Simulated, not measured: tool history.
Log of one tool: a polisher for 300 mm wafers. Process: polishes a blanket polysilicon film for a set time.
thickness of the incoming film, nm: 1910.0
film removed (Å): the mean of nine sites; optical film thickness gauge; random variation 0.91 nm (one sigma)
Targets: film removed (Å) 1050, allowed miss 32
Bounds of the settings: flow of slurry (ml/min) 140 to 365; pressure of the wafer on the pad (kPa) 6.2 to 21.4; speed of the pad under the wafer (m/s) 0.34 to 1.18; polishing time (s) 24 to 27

run    day  flow of slurry (ml/min)  pressure of the wafer on the pad (kPa)  speed of the pad under the wafer (m/s)  polishing time (s)  film removed (Å)
  1      0                      235                                    13.8                                    0.76                  27            1298.9
  2  0.033                      185                                    13.8                                    0.76                  27            1262.9
  3  0.333                      205                                    13.8                                    0.76                  27            1304.7
  4   0.55                      205                                    13.1                                    0.76                  27            1237.4
  5  0.629                      205                                    12.4                                    0.76                  27            1153.9
  6  0.675                      205                                    14.5                                    0.76                  27            1342.2
  7  0.779                      205                                    13.8                                    0.76                  27            1299.9
  8  0.867                      205                                    13.1                                    0.76                  27            1215.6
  9  1.117                      205                                    12.4                                    0.76                  27            1176.3
 10  1.158                      200                                    11.7                                    0.76                  27            1102.7

Which of these 5 next moves meets every target?
  A  1.2                      215                                       9                                     1.1                  25                 ?
  B  1.2                      175                                    11.7                                     0.8                  25                 ?
  C  1.2                      175                                    12.4                                    0.78                  27                 ?
  D  1.2                      150                                      11                                    0.92                  25                 ?
  E  1.2                      180                                      11                                    0.76                  26                 ?

move  film removed (Å)
   A            1147.2
   B            1066.7
   C            1187.9
   D            1134.7
   E            998.39
A: further off than the last run
B: meets every target
C: further off than the last run
D: further off than the last run
E: takes the result that was furthest off past its target
Move B is the one to make.
